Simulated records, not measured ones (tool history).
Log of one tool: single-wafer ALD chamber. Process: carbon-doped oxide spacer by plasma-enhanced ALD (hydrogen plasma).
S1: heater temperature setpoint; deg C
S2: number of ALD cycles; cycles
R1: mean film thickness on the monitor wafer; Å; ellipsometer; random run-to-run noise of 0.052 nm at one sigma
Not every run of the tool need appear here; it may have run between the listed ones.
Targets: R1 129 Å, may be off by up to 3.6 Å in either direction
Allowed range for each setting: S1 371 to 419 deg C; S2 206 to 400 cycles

| run | hour | S1 | S2 | R1 |
|---|---|---|---|---|
| 1 | 0 | 395 | 303 | 152.8 |
| 2 | 8.2 | 395 | 289 | 144.48 |
| 3 | 9.5 | 395 | 280 | 141.58 |
| 4 | 16.5 | 387 | 280 | 140.78 |
| 5 | 22 | 387 | 295 | 149.48 |
| 6 | 26.5 | 387 | 284 | 142.42 |
| 7 | 28.1 | 387 | 276 | 140.1 |
| 8 | 32.2 | 387 | 269 | 135.91 |

Pick the move, out of 4, that brings all results within their allowed miss; only one does.
| A | 36.3 | 379 | 273 | ? |
| B | 36.3 | 396 | 287 | ? |
| C | 36.3 | 384 | 279 | ? |
| D | 36.3 | 386 | 255 | ? |

| move | R1 |
|---|---|
| A | 137.66 |
| B | 144.72 |
| C | 140.69 |
| D | 128.58 |
A: moves away from the targets compared with the last run
B: moves away from the targets compared with the last run
C: moves away from the targets compared with the last run
D: in spec on every target
The right move is D.
